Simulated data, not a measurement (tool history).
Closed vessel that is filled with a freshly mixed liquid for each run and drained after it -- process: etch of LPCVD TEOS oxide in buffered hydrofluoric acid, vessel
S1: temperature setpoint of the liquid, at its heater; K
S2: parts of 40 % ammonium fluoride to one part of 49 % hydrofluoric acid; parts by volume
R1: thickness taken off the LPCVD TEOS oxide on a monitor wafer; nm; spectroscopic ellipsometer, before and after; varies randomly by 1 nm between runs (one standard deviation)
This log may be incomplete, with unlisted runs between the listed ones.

Run 1, hour 0.0: S1 298.15 K, S2 19.0 parts by volume, time in the liquid (s) 90. Result: R1 124.15 nm.
Run 2, hour 8.0: S1 298.15 K, S2 19.0 parts by volume, time in the liquid (s) 90. Result: R1 123.77 nm.
Run 3, hour 10.1: S1 299.15 K, S2 19.0 parts by volume, time in the liquid (s) 90. Result: R1 133.06 nm.
Run 4, hour 18.9: S1 299.15 K, S2 24.5 parts by volume, time in the liquid (s) 90. Result: R1 110.36 nm.
Run 5, hour 20.1: S1 300.15 K, S2 24.5 parts by volume, time in the liquid (s) 90. Result: R1 118.04 nm.
Run 6, hour 29.2: S1 297.65 K, S2 24.5 parts by volume, time in the liquid (s) 90. Result: R1 101.34 nm.
Run 7, hour 33.0: S1 299.15 K, S2 24.5 parts by volume, time in the liquid (s) 90. Result: R1 111.58 nm.
Run 8, hour 41.7: S1 300.15 K, S2 24.5 parts by volume, time in the liquid (s) 90. Result: R1 117.52 nm.
Run 9, hour 48.7: S1 300.15 K, S2 24.5 parts by volume, time in the liquid (s) 90. Result: R1 116.13 nm.
Run 10, hour 50.2: S1 301.15 K, S2 24.5 parts by volume, time in the liquid (s) 90. Result: R1 122.44 nm.
Run 11, hour 54.2: S1 302.15 K, S2 24.5 parts by volume, time in the liquid (s) 90. Result: R1 129.05 nm.
Run 12, hour 56.5: S1 302.65 K, S2 24.5 parts by volume, time in the liquid (s) 90. Result: R1 132.20 nm.

Run 13, settings as shown, results not yet in. Your forecast:
Run 13, hour 60.5: S1 303.15 K, S2 24.5 parts by volume, time in the liquid (s) 90. Result: R1 ?.

{"run 13": {"R1": 136.56}}
